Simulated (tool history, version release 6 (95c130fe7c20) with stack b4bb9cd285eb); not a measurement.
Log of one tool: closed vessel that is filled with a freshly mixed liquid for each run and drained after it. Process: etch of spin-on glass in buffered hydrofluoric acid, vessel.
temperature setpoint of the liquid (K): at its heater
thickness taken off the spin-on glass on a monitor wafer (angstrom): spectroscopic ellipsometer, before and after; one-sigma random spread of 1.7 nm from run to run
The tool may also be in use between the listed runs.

run	hour	temperature setpoint of the liquid (K)	parts of 40 % ammonium fluoride to one part of 49 % hydrofluoric acid (parts by volume)	time in the liquid (s)	thickness taken off the spin-on glass on a monitor wafer (angstrom)
1	0.0	297.15	8.5	85	1901.2
2	7.4	297.15	8.5	95	2104.5
3	10.9	298.15	8.5	95	2234.8
4	19.6	299.15	8.5	95	2353.9
5	25.7	300.15	8.5	95	2492.1
6	34.9	300.65	8.5	95	2544.8
7	39.7	301.15	8.5	95	2622.3

What will run 8 give?
8	48.4	301.65	8.5	95	?

thickness taken off the spin-on glass on a monitor wafer (angstrom): 2698.9
